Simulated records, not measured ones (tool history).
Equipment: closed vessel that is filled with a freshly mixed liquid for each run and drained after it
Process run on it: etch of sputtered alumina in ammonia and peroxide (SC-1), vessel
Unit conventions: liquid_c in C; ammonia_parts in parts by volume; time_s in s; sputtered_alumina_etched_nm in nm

run,hour,liquid_c,ammonia_parts,time_s,sputtered_alumina_etched_nm
1,0,47,0.6,40,2.3055
2,3.6,46,0.6,40,2.2139
3,11.4,45,0.6,40,2.0611
4,17.5,40.5,0.6,40,1.6056
5,23.1,41.5,0.6,40,1.686
6,25.2,42,0.6,40,1.7286

Run 7 comes next. What will it give?
7,28.3,42.5,0.6,40,?

sputtered_alumina_etched_nm: 1.7894 nm

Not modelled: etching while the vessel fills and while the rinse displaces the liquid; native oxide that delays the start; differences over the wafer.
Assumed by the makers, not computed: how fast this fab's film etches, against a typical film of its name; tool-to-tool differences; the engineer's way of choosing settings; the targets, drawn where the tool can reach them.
